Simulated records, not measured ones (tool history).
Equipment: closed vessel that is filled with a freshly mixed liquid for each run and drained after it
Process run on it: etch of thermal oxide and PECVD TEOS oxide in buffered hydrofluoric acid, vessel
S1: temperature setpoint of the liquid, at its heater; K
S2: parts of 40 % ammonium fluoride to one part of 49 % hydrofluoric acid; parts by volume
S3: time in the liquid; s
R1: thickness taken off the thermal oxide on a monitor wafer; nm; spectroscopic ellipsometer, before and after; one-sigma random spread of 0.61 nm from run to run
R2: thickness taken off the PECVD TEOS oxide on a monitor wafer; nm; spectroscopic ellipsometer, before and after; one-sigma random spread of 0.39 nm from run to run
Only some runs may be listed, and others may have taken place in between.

run,day,S1,S2,S3,R1,R2
1,0,296.15,8.5,60,74.414,138.13
2,0.283,296.15,10,60,65.201,121.9
3,0.471,295.15,10,60,61.177,114.8
4,0.796,291.65,10,60,51.214,93.997
5,0.846,290.15,10,60,47.412,87.012
6,1.2,290.65,10,60,48.465,88.873
7,1.233,291.15,10,60,50.271,91.902
8,1.442,291.65,10,60,50.347,94.325
9,1.512,292.15,10,60,52.786,96.833

What will run 10 give?
10,1.65,292.65,10,60,?,?

Run 10 gave R1 54.529 nm, R2 99.723 nm.
